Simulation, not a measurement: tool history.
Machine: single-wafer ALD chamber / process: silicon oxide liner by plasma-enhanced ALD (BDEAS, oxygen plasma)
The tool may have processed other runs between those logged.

run  hour  heater temperature setpoint (K)  number of ALD cycles (cycles)  mean film thickness on the monitor wafer (Å)
  1     0                           593.15                             82                                        78.529
  2   0.7                           593.15                             89                                        85.087
  3   7.3                           600.15                             89                                        84.468
  4  12.6                           601.15                             83                                        78.528
  5  17.6                           608.15                             83                                        78.158
  6  19.5                           613.15                             83                                         77.08
  7  20.8                           614.15                             79                                        73.779
  8  24.5                           614.15                             76                                        70.565

What does the tool deliver on the next run?
  9  33.2                           614.15                             75                                             ?

{"run 9": {"mean film thickness on the monitor wafer (Å)": 69.824}}

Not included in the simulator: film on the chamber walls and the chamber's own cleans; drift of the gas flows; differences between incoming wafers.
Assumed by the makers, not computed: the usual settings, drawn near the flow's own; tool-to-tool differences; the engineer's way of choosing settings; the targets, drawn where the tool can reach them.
